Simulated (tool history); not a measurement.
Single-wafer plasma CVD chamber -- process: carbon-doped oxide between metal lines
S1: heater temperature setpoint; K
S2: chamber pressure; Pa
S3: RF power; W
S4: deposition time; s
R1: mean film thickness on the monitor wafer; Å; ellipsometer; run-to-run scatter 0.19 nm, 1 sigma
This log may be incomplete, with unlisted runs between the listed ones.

{"run": 1, "hour": 0.0, "S1": 633.15, "S2": 784, "S3": 535, "S4": 8.1, "R1": 443.62}
{"run": 2, "hour": 3.1, "S1": 633.15, "S2": 784, "S3": 610, "S4": 8.1, "R1": 481.19}
{"run": 3, "hour": 4.4, "S1": 633.15, "S2": 784, "S3": 610, "S4": 7.7, "R1": 458.76}
{"run": 4, "hour": 7.5, "S1": 633.15, "S2": 789, "S3": 620, "S4": 7.7, "R1": 465.71}
{"run": 5, "hour": 13.3, "S1": 633.15, "S2": 795, "S3": 625, "S4": 7.7, "R1": 463.91}
{"run": 6, "hour": 16.6, "S1": 633.15, "S2": 845, "S3": 625, "S4": 7.7, "R1": 470.43}
{"run": 7, "hour": 17.7, "S1": 633.15, "S2": 851, "S3": 630, "S4": 7.7, "R1": 468.95}
{"run": 8, "hour": 20.8, "S1": 633.15, "S2": 851, "S3": 630, "S4": 7.7, "R1": 476.63}
{"run": 9, "hour": 28.6, "S1": 633.15, "S2": 861, "S3": 635, "S4": 7.7, "R1": 477.44}
{"run": 10, "hour": 34.0, "S1": 633.15, "S2": 868, "S3": 640, "S4": 7.7, "R1": 479.01}
{"run": 11, "hour": 40.3, "S1": 633.15, "S2": 872, "S3": 645, "S4": 7.7, "R1": 481.86}
{"run": 12, "hour": 44.5, "S1": 633.15, "S2": 876, "S3": 650, "S4": 7.7, "R1": 484.54}
{"run": 13, "hour": 49.4, "S1": 633.15, "S2": 880, "S3": 655, "S4": 7.7, "R1": 486.38}

The next listed run, before its measurement:
{"run": 14, "hour": 52.9, "S1": 633.15, "S2": 883, "S3": 660, "S4": 7.7, "R1": "?"}

Run 14 produced R1 487.63 Å.

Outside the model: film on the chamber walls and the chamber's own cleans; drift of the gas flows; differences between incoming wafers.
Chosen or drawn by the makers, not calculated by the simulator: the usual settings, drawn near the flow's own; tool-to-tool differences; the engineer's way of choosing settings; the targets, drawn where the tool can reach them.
